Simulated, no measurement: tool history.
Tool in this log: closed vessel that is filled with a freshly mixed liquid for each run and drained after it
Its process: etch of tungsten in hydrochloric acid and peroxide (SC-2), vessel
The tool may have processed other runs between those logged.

run	day	temperature setpoint of the liquid (°C)	parts of water to one part each of 37 % hydrochloric acid and 30 % peroxide (parts by volume)	time in the liquid (s)	thickness taken off the tungsten on a monitor wafer (angstrom)
1	0.000	59.0	5.5	30	219.04
2	0.367	61.0	5.5	30	249.27
3	0.496	61.0	4.5	30	290.30
4	0.533	55.5	4.5	30	204.48
5	0.721	59.0	4.5	30	253.15
6	0.912	60.5	4.5	30	281.67
7	1.171	62.0	4.5	30	307.23
8	1.542	63.0	4.5	30	329.25
9	1.600	64.0	4.5	30	347.51
10	1.800	65.0	4.5	30	370.88

Run 11 has not been measured yet. What should we expect?
11	2.150	65.5	4.5	30	?

{"run 11": {"thickness taken off the tungsten on a monitor wafer (angstrom)": 377.6}}

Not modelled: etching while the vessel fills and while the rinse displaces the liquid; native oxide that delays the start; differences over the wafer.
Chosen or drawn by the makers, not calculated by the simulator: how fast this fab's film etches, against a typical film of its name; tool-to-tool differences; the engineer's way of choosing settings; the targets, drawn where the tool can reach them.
